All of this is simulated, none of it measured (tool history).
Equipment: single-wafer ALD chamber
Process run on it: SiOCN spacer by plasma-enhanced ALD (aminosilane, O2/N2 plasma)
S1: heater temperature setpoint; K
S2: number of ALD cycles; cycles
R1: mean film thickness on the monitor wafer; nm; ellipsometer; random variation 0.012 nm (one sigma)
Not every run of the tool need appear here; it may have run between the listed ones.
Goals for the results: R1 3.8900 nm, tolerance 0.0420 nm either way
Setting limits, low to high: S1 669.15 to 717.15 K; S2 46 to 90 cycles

{"run": 1, "hour": 0.0, "S1": 693.15, "S2": 68, "R1": 3.6783}
{"run": 2, "hour": 4.2, "S1": 693.15, "S2": 77, "R1": 4.167}
{"run": 3, "hour": 11.1, "S1": 688.15, "S2": 77, "R1": 4.2245}
{"run": 4, "hour": 17.4, "S1": 688.15, "S2": 69, "R1": 3.8009}
{"run": 5, "hour": 22.0, "S1": 688.15, "S2": 74, "R1": 4.0696}
{"run": 6, "hour": 28.1, "S1": 692.15, "S2": 74, "R1": 4.0271}
{"run": 7, "hour": 29.5, "S1": 695.15, "S2": 74, "R1": 3.9834}
{"run": 8, "hour": 31.4, "S1": 697.15, "S2": 74, "R1": 3.914}

Of the 4 settings listed for the next run, only one would bring every result within its allowed miss of target. Which one?
{"run": "A", "hour": 33.3, "S1": 699.15, "S2": 76, "R1": "?"}
{"run": "B", "hour": 33.3, "S1": 697.15, "S2": 75, "R1": "?"}
{"run": "C", "hour": 33.3, "S1": 701.15, "S2": 74, "R1": "?"}
{"run": "D", "hour": 33.3, "S1": 700.15, "S2": 72, "R1": "?"}

move=A R1=4.0094
move=B R1=3.9860
move=C R1=3.8748
move=D R1=3.7842
A: lands further from the targets than the last run did
B: lands further from the targets than the last run did
C: all results in spec
D: takes the biggest miss from the last run beyond its target
So the answer is move C, the one that meets all the targets.
